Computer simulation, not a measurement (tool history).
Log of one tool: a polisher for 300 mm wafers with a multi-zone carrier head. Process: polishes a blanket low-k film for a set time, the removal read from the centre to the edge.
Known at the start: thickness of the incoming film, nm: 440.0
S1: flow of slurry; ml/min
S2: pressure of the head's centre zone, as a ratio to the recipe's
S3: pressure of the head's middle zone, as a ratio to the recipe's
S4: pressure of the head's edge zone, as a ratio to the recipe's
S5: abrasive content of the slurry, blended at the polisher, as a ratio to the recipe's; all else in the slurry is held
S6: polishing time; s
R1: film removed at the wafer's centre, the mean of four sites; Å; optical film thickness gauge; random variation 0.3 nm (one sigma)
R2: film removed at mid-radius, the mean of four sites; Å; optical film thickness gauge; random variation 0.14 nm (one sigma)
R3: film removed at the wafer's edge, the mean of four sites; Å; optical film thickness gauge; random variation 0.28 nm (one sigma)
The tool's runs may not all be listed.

run  hour   S1    S2    S3    S4    S5  S6      R1      R2      R3
  1     0  150     1     1     1     1  75  272.34  271.22  284.01
  2   8.6  150     1     1  0.92     1  75  280.11  271.03  264.78
  3  10.5  150  0.99     1   0.9  0.95  75   268.3  264.64  253.14
  4  16.2  145  0.99     1  0.89   0.9  75  258.68  255.13  242.69
  5  19.6  160  0.99     1  0.89   0.9  75     256  261.02  244.73
  6  22.2  155  0.99     1  0.88  0.85  75  260.72  254.14  242.18
  7  26.5  150  0.99  1.01  0.87   0.8  75  243.34  245.25  233.67
  8  33.9  150     1  1.01  0.86   0.8  74  246.66  244.08  228.11
  9  39.8  150     1  1.01  0.85   0.8  74  236.25  240.85  233.37
 10  46.7  150  0.97  0.99  0.84   0.8  74  240.04  239.24  225.06
 11    51  155  0.96  0.98  0.84   0.8  73  229.82  233.97  224.87
 12  58.9  155  0.98  0.99  0.84  0.75  73  226.52  227.93   215.5

Forecast run 13:
 13  60.8  160  0.99  0.99  0.84  0.75  73   ?   ?   ?

R1: 230.37 Å
R2: 227.86 Å
R3: 212.11 Å
